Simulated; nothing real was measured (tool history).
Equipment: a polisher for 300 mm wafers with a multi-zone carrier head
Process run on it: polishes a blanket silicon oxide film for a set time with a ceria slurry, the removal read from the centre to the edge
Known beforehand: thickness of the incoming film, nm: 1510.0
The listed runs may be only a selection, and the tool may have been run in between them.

run,hour,flow of slurry (ml/min),pressure of the head's centre zone,pressure of the head's middle zone,pressure of the head's edge zone,polishing time (s),film removed at the wafer's centre (angstrom),film removed at mid-radius (angstrom),film removed at the wafer's edge (angstrom)
1,0.0,250,1.00,1.00,1.00,46,1858.60,1871.50,1887.40
2,3.6,250,1.00,1.00,1.00,53,2137.20,2138.30,2112.50
3,7.7,250,1.00,0.93,1.00,53,2089.10,2031.00,2104.20
4,13.7,225,1.00,0.93,1.00,53,2126.70,2043.10,2113.20
5,14.5,205,1.00,0.95,0.95,44,1745.70,1663.80,1683.70
6,18.4,190,1.01,1.00,0.91,38,1514.00,1468.50,1434.40
7,21.3,185,1.03,1.05,0.88,34,1371.30,1398.30,1242.00
8,27.2,185,1.08,1.06,0.81,22,915.04,920.30,781.67
9,31.8,185,1.10,1.09,0.86,22,952.25,933.13,806.04

Run 10 comes next. What will it give?
10,34.1,185,1.11,1.11,0.88,23,?,?,?

film removed at the wafer's centre (angstrom): 991.20
film removed at mid-radius (angstrom): 987.37
film removed at the wafer's edge (angstrom): 861.81

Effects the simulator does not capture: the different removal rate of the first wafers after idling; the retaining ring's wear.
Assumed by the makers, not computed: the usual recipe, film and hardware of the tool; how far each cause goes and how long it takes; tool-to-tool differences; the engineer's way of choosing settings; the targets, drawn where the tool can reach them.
